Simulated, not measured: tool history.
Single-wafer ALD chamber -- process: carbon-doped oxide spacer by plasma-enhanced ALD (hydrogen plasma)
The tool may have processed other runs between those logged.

| run | day | heater temperature setpoint (deg C) | number of ALD cycles (cycles) | mean film thickness on the monitor wafer (angstrom) |
|---|---|---|---|---|
| 1 | 0.000 | 375 | 569 | 275.37 |
| 2 | 0.238 | 380 | 569 | 273.39 |
| 3 | 0.521 | 380 | 645 | 312.13 |
| 4 | 0.742 | 380 | 584 | 281.78 |
| 5 | 1.108 | 380 | 502 | 242.79 |
| 6 | 1.521 | 380 | 493 | 237.28 |
| 7 | 1.717 | 380 | 444 | 214.87 |
| 8 | 2.121 | 380 | 446 | 215.82 |
| 9 | 2.371 | 380 | 448 | 216.13 |

Estimate the outcome of run 10 from the log above:
|  | 2.658 | thermocouple changed; heater temperature recalibrated |
| 10 | 2.658 | 380 | 450 | ? |

{"run 10": {"mean film thickness on the monitor wafer (angstrom)": 217.19}}
